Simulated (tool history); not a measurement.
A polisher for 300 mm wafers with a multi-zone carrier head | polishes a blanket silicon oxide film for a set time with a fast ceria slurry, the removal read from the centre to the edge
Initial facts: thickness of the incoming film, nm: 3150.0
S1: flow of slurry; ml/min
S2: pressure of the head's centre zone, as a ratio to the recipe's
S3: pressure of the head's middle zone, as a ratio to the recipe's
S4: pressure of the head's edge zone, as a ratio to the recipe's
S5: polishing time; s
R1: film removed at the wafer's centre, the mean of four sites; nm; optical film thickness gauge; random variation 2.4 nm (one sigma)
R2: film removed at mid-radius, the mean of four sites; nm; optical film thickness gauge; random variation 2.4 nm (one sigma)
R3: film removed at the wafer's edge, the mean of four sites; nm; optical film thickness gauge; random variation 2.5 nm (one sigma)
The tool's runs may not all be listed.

run  hour   S1    S2    S3    S4  S5      R1      R2      R3
  1     0  285     1     1     1  34  240.99   248.7   244.6
  2   7.3  285     1     1     1  38  276.54  282.67  276.69
  3  13.4  285  0.93     1     1  38  246.51  279.96  279.16
  4  21.5  285  0.94  0.99  0.99  36  238.97  257.95  266.64
  5  22.2  285  0.94  0.99  1.03  36  240.97  261.58  268.89
  6  30.9  285  0.94  0.99  1.03  42  283.81  294.49  310.67
  7  34.6  285  0.96  0.98  1.03  39  266.02  276.68  283.06

What does the tool deliver on the next run?
  8  41.4  285  0.97  0.97  1.03  37   ?   ?   ?

{"run 8": {"R1": 253.11, "R2": 266.72, "R3": 278.52}}
